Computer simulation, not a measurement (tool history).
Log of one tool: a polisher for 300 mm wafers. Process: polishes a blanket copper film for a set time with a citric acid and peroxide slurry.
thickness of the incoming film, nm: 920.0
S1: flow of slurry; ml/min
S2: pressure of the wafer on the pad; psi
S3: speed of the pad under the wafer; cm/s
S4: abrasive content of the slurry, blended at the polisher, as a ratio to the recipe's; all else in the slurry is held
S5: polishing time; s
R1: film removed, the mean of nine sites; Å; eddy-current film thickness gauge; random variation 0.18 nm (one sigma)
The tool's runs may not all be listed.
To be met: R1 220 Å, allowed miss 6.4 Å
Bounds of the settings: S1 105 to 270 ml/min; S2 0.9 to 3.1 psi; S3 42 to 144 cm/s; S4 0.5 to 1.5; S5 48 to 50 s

run	hour	S1	S2	S3	S4	S5	R1
1	0	175	2	92	1	48	719.7
2	1.3	155	1.6	76	0.9	48	457.72
3	2.6	145	1.4	66	0.9	48	351.69
4	7.7	145	1.4	86	0.9	48	453.49
5	13.9	145	1.4	104	0.9	48	539.48
6	17	145	1.1	104	0.9	48	437.23
7	18	140	1	88	0.9	48	335.18
8	22	120	0.9	62	0.85	48	211.9

5 next moves are on the table. One of them brings every result within its allowed miss. Which?
A	26	110	1	58	0.95	48	?
B	26	125	0.9	60	0.85	48	?
C	26	145	1.2	46	0.5	50	?
D	26	135	1	48	0.9	50	?
E	26	120	1.2	44	0.8	49	?

move	R1
A	221.32
B	208.93
C	207.12
D	201.55
E	204.98
A: meets every target
B: further off than the last run
C: further off than the last run
D: further off than the last run
E: further off than the last run
The right move is A.
